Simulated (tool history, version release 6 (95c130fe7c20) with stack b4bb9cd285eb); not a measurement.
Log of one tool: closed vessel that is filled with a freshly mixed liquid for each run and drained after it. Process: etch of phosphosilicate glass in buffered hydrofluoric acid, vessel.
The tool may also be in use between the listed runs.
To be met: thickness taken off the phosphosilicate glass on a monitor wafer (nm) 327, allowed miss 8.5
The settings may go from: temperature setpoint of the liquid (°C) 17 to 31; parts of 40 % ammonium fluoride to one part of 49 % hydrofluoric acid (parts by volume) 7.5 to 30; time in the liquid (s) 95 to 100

run  hour  temperature setpoint of the liquid (°C)  parts of 40 % ammonium fluoride to one part of 49 % hydrofluoric acid (parts by volume)  time in the liquid (s)  thickness taken off the phosphosilicate glass on a monitor wafer (nm)
  1     0                                       23                                                                                       22                      95                                                                 282.45
  2   4.2                                     21.5                                                                                       22                      95                                                                 261.78
  3   9.8                                     21.5                                                                                       22                      95                                                                 263.03
  4  12.9                                       23                                                                                       22                      95                                                                 282.77
  5  20.8                                     20.5                                                                                       22                      95                                                                  243.7
  6  24.8                                     22.5                                                                                       22                      95                                                                 277.39
  7  29.6                                     23.5                                                                                       22                      95                                                                 290.08
  8  37.2                                       24                                                                                       22                      95                                                                 300.14
  9  43.6                                       24                                                                                       22                      95                                                                 297.57
 10  49.6                                     24.5                                                                                       22                      95                                                                 304.59
 11  57.8                                       25                                                                                       22                      95                                                                 317.81

Which of these 4 next moves meets every target?
  A    66                                     24.5                                                                                       20                      95                                                                      ?
  B    66                                     24.5                                                                                     22.5                      95                                                                      ?
  C    66                                     22.5                                                                                     20.5                     100                                                                      ?
  D    66                                     25.5                                                                                       24                      95                                                                      ?

move  thickness taken off the phosphosilicate glass on a monitor wafer (nm)
   A                                                                 329.96
   B                                                                 304.29
   C                                                                 305.96
   D                                                                 307.39
A: meets every target
B: further off than the last run
C: further off than the last run
D: further off than the last run
Move A is the one to make.
